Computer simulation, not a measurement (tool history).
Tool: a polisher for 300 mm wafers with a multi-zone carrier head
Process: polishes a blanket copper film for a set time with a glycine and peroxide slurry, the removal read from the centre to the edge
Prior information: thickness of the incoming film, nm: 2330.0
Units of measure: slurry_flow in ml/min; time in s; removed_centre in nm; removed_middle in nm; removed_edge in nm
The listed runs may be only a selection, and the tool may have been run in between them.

run 1 hour=0.0 | slurry_flow=190 centre_zone=1.00 middle_zone=1.00 edge_zone=1.00 time=57 | removed_centre=252.17 removed_middle=262.22 removed_edge=249.97
run 2 hour=1.8 | slurry_flow=180 centre_zone=0.96 middle_zone=0.96 edge_zone=0.99 time=50 | removed_centre=206.64 removed_middle=215.59 removed_edge=216.58
run 3 hour=2.8 | slurry_flow=180 centre_zone=0.96 middle_zone=0.96 edge_zone=1.06 time=50 | removed_centre=206.35 removed_middle=214.85 removed_edge=225.96
run 4 hour=10.9 | slurry_flow=175 centre_zone=0.93 middle_zone=0.94 edge_zone=1.02 time=46 | removed_centre=189.81 removed_middle=195.89 removed_edge=204.34
run 5 hour=18.7 | slurry_flow=175 centre_zone=0.93 middle_zone=0.94 edge_zone=1.02 time=41 | removed_centre=166.37 removed_middle=171.41 removed_edge=183.12
run 6 hour=20.3 | slurry_flow=175 centre_zone=0.93 middle_zone=0.89 edge_zone=1.02 time=41 | removed_centre=165.71 removed_middle=163.50 removed_edge=180.35
run 7 hour=28.8 | slurry_flow=145 centre_zone=0.83 middle_zone=0.84 edge_zone=0.92 time=34 | removed_centre=121.13 removed_middle=130.59 removed_edge=143.14
run 8 hour=37.3 | slurry_flow=155 centre_zone=0.84 middle_zone=0.85 edge_zone=0.92 time=34 | removed_centre=122.45 removed_middle=134.02 removed_edge=143.83
run 9 hour=40.9 | slurry_flow=160 centre_zone=0.85 middle_zone=0.85 edge_zone=0.93 time=34 | removed_centre=123.43 removed_middle=132.26 removed_edge=145.21

The next listed run, before its measurement:
run 10 hour=44.0 | slurry_flow=160 centre_zone=0.86 middle_zone=0.86 edge_zone=0.94 time=34 | removed_centre=? removed_middle=? removed_edge=?

removed_centre: 130.77 nm
removed_middle: 133.30 nm
removed_edge: 144.48 nm
